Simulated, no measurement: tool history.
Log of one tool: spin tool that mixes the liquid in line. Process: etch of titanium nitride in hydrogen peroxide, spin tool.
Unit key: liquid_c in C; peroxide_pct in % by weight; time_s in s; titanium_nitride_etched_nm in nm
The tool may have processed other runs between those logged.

| run | hour | liquid_c | peroxide_pct | time_s | titanium_nitride_etched_nm |
|---|---|---|---|---|---|
| 1 | 0 | 45 | 23.5 | 265 | 16.505 |
| 2 | 6.7 | 44 | 23.5 | 265 | 15.118 |
| 3 | 12.5 | 44 | 27.5 | 265 | 15.751 |
| 4 | 16.3 | 43.5 | 27.5 | 265 | 15.061 |
| 5 | 21 | 43 | 27.5 | 265 | 14.516 |
| 6 | 24 | 43 | 24.5 | 265 | 14.213 |

Run 7 is up next; what results do you expect?
| 7 | 25.5 | 42.5 | 24.5 | 265 | ? |

Run 7 gave titanium_nitride_etched_nm 13.816 nm.

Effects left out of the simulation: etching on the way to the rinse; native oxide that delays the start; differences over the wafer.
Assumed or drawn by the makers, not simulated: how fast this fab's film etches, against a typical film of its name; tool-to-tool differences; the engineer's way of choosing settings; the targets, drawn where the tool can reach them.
